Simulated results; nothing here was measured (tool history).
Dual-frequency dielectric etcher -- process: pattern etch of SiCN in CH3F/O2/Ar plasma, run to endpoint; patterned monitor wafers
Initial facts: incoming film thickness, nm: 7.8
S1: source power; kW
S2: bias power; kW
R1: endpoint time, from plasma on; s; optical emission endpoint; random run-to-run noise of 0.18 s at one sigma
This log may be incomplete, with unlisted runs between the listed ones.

| run | day | S1 | S2 | R1 |
|---|---|---|---|---|
| 1 | 0 | 0.28 | 0.088 | 22.305 |
| 2 | 0.279 | 0.28 | 0.095 | 21.568 |
| 3 | 0.6 | 0.23 | 0.095 | 22.858 |
| 4 | 0.7 | 0.22 | 0.092 | 23.649 |
| 5 | 0.775 | 0.21 | 0.091 | 23.924 |
| 6 | 0.992 | 0.24 | 0.091 | 23.155 |
| 7 | 1.104 | 0.23 | 0.09 | 23.269 |

Run 8 comes next. What will it give?
| 8 | 1.262 | 0.18 | 0.077 | ? |

Run 8 produced R1 27.48 s.

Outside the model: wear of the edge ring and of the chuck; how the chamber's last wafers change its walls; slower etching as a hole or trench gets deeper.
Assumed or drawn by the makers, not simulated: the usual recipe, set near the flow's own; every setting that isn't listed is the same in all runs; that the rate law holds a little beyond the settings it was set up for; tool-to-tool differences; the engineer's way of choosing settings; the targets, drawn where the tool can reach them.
